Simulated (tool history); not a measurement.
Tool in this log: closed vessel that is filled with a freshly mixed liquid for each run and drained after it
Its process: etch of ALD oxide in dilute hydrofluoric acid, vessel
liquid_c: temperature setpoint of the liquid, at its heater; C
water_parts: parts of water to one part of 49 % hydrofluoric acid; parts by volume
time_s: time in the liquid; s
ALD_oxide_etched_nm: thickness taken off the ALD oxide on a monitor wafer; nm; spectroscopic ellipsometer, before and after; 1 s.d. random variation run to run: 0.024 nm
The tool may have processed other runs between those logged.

Run 1, hour 0.0: liquid_c 22.0 C, water_parts 185 parts by volume, time_s 30 s. Result: ALD_oxide_etched_nm 2.4385 nm.
Run 2, hour 0.9: liquid_c 24.0 C, water_parts 185 parts by volume, time_s 30 s. Result: ALD_oxide_etched_nm 2.6231 nm.
Run 3, hour 7.8: liquid_c 25.0 C, water_parts 185 parts by volume, time_s 30 s. Result: ALD_oxide_etched_nm 2.7129 nm.
Run 4, hour 15.3: liquid_c 25.0 C, water_parts 165 parts by volume, time_s 30 s. Result: ALD_oxide_etched_nm 3.1047 nm.
Run 5, hour 17.7: liquid_c 21.5 C, water_parts 165 parts by volume, time_s 30 s. Result: ALD_oxide_etched_nm 2.6867 nm.
Run 6, hour 22.8: liquid_c 21.5 C, water_parts 225 parts by volume, time_s 30 s. Result: ALD_oxide_etched_nm 1.8712 nm.

Run 7 comes next. What will it give?
Run 7, hour 24.0: liquid_c 21.5 C, water_parts 225 parts by volume, time_s 30 s. Result: ALD_oxide_etched_nm ?.

{"run 7": {"ALD_oxide_etched_nm": 1.8666}}

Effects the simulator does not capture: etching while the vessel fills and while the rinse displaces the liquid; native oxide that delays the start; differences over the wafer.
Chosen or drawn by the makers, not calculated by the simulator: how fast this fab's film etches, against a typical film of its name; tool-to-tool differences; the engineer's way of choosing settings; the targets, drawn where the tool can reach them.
